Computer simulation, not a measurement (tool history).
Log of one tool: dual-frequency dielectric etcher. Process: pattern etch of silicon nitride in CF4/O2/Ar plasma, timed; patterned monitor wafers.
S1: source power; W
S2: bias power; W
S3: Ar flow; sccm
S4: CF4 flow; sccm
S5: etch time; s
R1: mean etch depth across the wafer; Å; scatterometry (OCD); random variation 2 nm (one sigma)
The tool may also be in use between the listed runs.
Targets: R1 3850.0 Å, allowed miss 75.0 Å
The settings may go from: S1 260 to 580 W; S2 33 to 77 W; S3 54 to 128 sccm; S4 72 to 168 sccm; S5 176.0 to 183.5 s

Run 1, hour 0.0: S1 420 W, S2 55 W, S3 91 sccm, S4 120 sccm, S5 176.0 s. Result: R1 3185.1 Å.
Run 2, hour 6.7: S1 420 W, S2 55 W, S3 91 sccm, S4 133 sccm, S5 176.0 s. Result: R1 3229.7 Å.
Run 3, hour 8.8: S1 420 W, S2 46 W, S3 91 sccm, S4 133 sccm, S5 176.0 s. Result: R1 2925.1 Å.
Run 4, hour 15.1: S1 490 W, S2 46 W, S3 91 sccm, S4 133 sccm, S5 176.0 s. Result: R1 3442.5 Å.
Run 5, hour 20.7: S1 490 W, S2 40 W, S3 91 sccm, S4 133 sccm, S5 176.0 s. Result: R1 3233.7 Å.
Run 6, hour 24.1: S1 490 W, S2 40 W, S3 91 sccm, S4 117 sccm, S5 176.0 s. Result: R1 3180.6 Å.
Run 7, hour 30.8: S1 500 W, S2 40 W, S3 91 sccm, S4 117 sccm, S5 176.0 s. Result: R1 3243.8 Å.
Run 8, hour 36.4: S1 510 W, S2 40 W, S3 91 sccm, S4 117 sccm, S5 176.0 s. Result: R1 3331.0 Å.
Run 9, hour 44.9: S1 520 W, S2 40 W, S3 91 sccm, S4 117 sccm, S5 176.0 s. Result: R1 3381.0 Å.
Run 10, hour 53.4: S1 530 W, S2 40 W, S3 91 sccm, S4 117 sccm, S5 176.0 s. Result: R1 3463.1 Å.

5 next moves are on the table. One of them brings every result within its allowed miss. Which?
Run A, hour 61.9: S1 470 W, S2 45 W, S3 92 sccm, S4 120 sccm, S5 176.0 s. Result: R1 ?.
Run B, hour 61.9: S1 440 W, S2 47 W, S3 127 sccm, S4 154 sccm, S5 176.0 s. Result: R1 ?.
Run C, hour 61.9: S1 510 W, S2 51 W, S3 60 sccm, S4 89 sccm, S5 179.5 s. Result: R1 ?.
Run D, hour 61.9: S1 480 W, S2 41 W, S3 85 sccm, S4 108 sccm, S5 178.5 s. Result: R1 ?.
Run E, hour 61.9: S1 540 W, S2 35 W, S3 84 sccm, S4 148 sccm, S5 183.0 s. Result: R1 ?.

move      R1
   A  3258.6
   B  3082.3
   C  3889.0
   D  3218.9
   E  3568.4
A: further off than the last run
B: further off than the last run
C: meets every target
D: further off than the last run
E: nearer than the last run, and not there yet
The right move is C.
